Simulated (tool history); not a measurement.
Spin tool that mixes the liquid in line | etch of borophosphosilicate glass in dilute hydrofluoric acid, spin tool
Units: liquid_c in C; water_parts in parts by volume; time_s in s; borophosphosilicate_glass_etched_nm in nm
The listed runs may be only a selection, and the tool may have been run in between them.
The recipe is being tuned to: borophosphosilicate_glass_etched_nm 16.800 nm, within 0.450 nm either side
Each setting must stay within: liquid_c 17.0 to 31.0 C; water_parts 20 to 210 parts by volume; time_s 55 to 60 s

run,hour,liquid_c,water_parts,time_s,borophosphosilicate_glass_etched_nm
1,0.0,23.0,115,55,19.119
2,8.4,23.0,75,55,31.010
3,10.4,22.0,80,55,27.484
4,13.8,21.5,85,55,25.192
5,15.7,21.0,85,55,24.823
6,18.5,21.0,85,60,27.053
7,19.2,17.0,125,60,14.981
8,24.6,17.5,125,60,15.234
9,27.7,18.0,125,60,15.536
10,33.7,19.0,125,60,16.327

Which one of the following 4 next-run settings gets every result inside its allowed miss? There is exactly one.
A,39.7,20.0,125,55,?
B,39.7,18.5,120,60,?
C,39.7,19.0,120,55,?
D,39.7,22.0,130,55,?

move,borophosphosilicate_glass_etched_nm
A,15.406
B,16.556
C,15.491
D,15.959
A: the biggest miss grows against the last run
B: all results in spec
C: the biggest miss grows against the last run
D: the biggest miss grows against the last run
Go with B: it meets all targets.
